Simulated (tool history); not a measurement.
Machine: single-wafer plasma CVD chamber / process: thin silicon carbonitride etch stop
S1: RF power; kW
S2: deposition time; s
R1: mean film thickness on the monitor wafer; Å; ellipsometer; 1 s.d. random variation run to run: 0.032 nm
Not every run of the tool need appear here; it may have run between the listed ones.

run	hour	S1	S2	R1
1	0.0	0.190	27.1	157.06
2	2.3	0.185	26.5	153.32
3	9.5	0.180	25.9	147.71
4	11.5	0.175	25.5	144.82
5	17.8	0.175	27.6	157.09
6	20.8	0.155	27.6	151.50
7	23.5	0.150	27.0	146.96
8	28.8	0.150	26.5	144.78
9	35.8	0.150	26.0	142.20
10	41.3	0.150	25.6	139.73

Run 11, settings as shown, results not yet in. Your forecast:
11	45.8	0.150	25.3	?

{"run 11": {"R1": 138.12}}
